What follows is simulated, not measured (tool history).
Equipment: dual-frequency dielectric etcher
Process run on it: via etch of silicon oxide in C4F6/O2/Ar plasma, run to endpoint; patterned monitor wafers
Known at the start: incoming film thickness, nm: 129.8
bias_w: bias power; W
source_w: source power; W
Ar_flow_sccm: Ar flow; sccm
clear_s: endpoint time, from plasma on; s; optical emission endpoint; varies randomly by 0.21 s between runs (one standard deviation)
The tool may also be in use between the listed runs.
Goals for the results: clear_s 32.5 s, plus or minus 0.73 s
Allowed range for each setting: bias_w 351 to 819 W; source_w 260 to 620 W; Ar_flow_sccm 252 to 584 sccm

run  hour  bias_w  source_w  Ar_flow_sccm  clear_s
  1     0     585       440           418   28.594
  2   5.4     585       390           418   29.882
  3  11.8     585       390           361   29.147
  4  17.1     585       460           361   27.566
  5  20.4     634       460           361   26.363
  6  22.5     563       450           363   28.261
  7  23.2     515       440           365   29.886
  8    27     413       430           368   33.234

Next run, 5 choices. One meets every target within its allowed miss, the rest don't. Which?
  A  30.8     446       380           413        ?
  B  30.8     423       400           395        ?
  C  30.8     431       410           294        ?
  D  30.8     361       470           372        ?
  E  30.8     360       480           412        ?

move  clear_s
   A   34.443
   B   34.495
   C   32.692
   D    34.87
   E   35.041
A: the biggest miss grows against the last run
B: the biggest miss grows against the last run
C: in spec on every target
D: the biggest miss grows against the last run
E: the biggest miss grows against the last run
The right move is C.

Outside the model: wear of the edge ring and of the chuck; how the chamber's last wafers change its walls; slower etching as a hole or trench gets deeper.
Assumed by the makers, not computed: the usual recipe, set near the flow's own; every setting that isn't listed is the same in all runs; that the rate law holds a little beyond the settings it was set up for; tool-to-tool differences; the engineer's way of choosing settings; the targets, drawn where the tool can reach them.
